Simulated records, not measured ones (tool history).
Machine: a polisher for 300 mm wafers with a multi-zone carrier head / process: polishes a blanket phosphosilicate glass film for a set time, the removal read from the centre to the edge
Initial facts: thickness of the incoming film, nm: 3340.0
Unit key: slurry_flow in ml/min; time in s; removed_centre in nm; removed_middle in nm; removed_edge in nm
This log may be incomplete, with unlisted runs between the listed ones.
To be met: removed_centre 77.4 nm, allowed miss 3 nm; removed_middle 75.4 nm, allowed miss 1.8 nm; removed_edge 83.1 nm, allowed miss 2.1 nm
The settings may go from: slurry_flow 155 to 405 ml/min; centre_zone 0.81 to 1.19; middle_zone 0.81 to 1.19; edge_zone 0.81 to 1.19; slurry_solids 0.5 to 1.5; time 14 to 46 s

run,hour,slurry_flow,centre_zone,middle_zone,edge_zone,slurry_solids,time,removed_centre,removed_middle,removed_edge
1,0,260,1,1,1,1,30,111.13,108.43,111.21
2,4.7,260,1,1,1.04,1,30,108.27,107.32,113.78
3,6,290,1,1,1.04,1,30,110.62,109.85,115.88
4,12,290,1,1,1.04,1,33,122.9,122.13,126.96
5,20.5,280,0.98,0.98,1.02,0.95,33,115.99,116.44,122.08
6,28.3,270,0.97,0.96,1,0.9,33,108.96,110.98,117.18
7,36.9,260,0.97,0.94,0.98,0.85,33,109.97,104.58,111.82
8,38,255,0.95,0.93,0.97,0.8,33,102.01,101.11,108.29
# hour 46.2: slurry nozzle cleaned
9,46.2,250,0.94,0.92,0.95,0.75,33,104.19,102.64,108.02
10,52.8,245,0.93,0.91,0.95,0.7,32,96.665,96.163,101.64
11,55.5,240,0.92,0.9,0.94,0.7,32,96.061,94.621,102.58
12,64.4,240,0.91,0.89,0.93,0.7,32,93.786,93.657,102.09
13,65.8,240,0.91,0.88,0.92,0.7,32,94.312,93.816,100.76
14,70.8,235,0.91,0.87,0.91,0.7,32,93.866,91.826,99.272
15,71.6,185,0.84,0.81,0.81,0.5,31,68.573,68.728,76.883
16,73.3,195,0.84,0.81,0.81,0.5,31,69.606,69.014,76.94
17,78.9,205,0.84,0.81,0.82,0.5,31,69.819,69.858,77.84
18,80.2,215,0.84,0.81,0.83,0.5,31,70.335,70.035,78.611
19,81.3,225,0.84,0.81,0.83,0.5,31,70.78,70.946,78.888
20,82.2,230,0.84,0.81,0.84,0.5,31,71.419,71.233,79.069
21,85.3,235,0.84,0.81,0.85,0.5,31,70.509,70.27,79.934
22,89.7,240,0.85,0.81,0.85,0.5,31,72.443,71.576,79.921

Which of these 5 next moves meets every target?
A,94.1,175,0.88,0.83,0.82,0.55,32,?,?,?
B,94.1,320,0.96,0.9,0.81,0.55,29,?,?,?
C,94.1,225,0.94,0.87,0.81,0.5,33,?,?,?
D,94.1,245,0.81,0.89,0.81,0.5,31,?,?,?
E,94.1,230,0.87,0.81,0.88,0.65,27,?,?,?

move,removed_centre,removed_middle,removed_edge
A,76.213,73.888,82.314
B,82.907,77.858,78.946
C,84.14,78.872,83.12
D,68.927,76.441,78.751
E,72.456,69.278,80.301
A: each result inside its tolerance
B: pushes the last run's worst result past its target
C: pushes the last run's worst result past its target
D: brings the last run's worst result on target, with another outside its allowed miss
E: misses by more than the last run did
Correct choice: A, which meets every target
